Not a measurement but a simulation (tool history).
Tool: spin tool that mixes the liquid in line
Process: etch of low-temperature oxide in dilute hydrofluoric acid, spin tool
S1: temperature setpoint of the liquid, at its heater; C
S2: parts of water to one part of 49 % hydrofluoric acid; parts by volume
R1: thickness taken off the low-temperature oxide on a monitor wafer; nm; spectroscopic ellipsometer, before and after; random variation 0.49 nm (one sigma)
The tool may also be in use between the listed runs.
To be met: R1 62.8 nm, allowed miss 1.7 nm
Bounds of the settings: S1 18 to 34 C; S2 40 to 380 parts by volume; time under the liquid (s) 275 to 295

{"run": 1, "day": 0.0, "S1": 26, "S2": 210, "time under the liquid (s)": 275, "R1": 36.577}
{"run": 2, "day": 0.196, "S1": 29, "S2": 210, "time under the liquid (s)": 275, "R1": 40.634}
{"run": 3, "day": 0.475, "S1": 29, "S2": 210, "time under the liquid (s)": 275, "R1": 40.592}
{"run": 4, "day": 0.708, "S1": 30, "S2": 195, "time under the liquid (s)": 275, "R1": 45.758}
{"run": 5, "day": 1.079, "S1": 30, "S2": 130, "time under the liquid (s)": 275, "R1": 74.763}
{"run": 6, "day": 1.183, "S1": 30, "S2": 130, "time under the liquid (s)": 295, "R1": 80.741}
{"run": 7, "day": 1.45, "S1": 28, "S2": 130, "time under the liquid (s)": 295, "R1": 75.361}
{"run": 8, "day": 1.696, "S1": 27, "S2": 130, "time under the liquid (s)": 295, "R1": 72.474}
{"run": 9, "day": 1.929, "S1": 23, "S2": 135, "time under the liquid (s)": 295, "R1": 58.865}
{"run": 10, "day": 1.979, "S1": 23.5, "S2": 135, "time under the liquid (s)": 295, "R1": 59.964}

4 next moves are on the table. One of them brings every result within its allowed miss. Which?
{"run": "A", "day": 2.029, "S1": 19, "S2": 105, "time under the liquid (s)": 280, "R1": "?"}
{"run": "B", "day": 2.029, "S1": 24.5, "S2": 150, "time under the liquid (s)": 295, "R1": "?"}
{"run": "C", "day": 2.029, "S1": 22, "S2": 125, "time under the liquid (s)": 275, "R1": "?"}
{"run": "D", "day": 2.029, "S1": 25, "S2": 145, "time under the liquid (s)": 295, "R1": "?"}

move=A R1=63.293
move=B R1=55.214
move=C R1=57.671
move=D R1=58.554
A: meets every target
B: further off than the last run
C: further off than the last run
D: further off than the last run
Move A is the one to make.
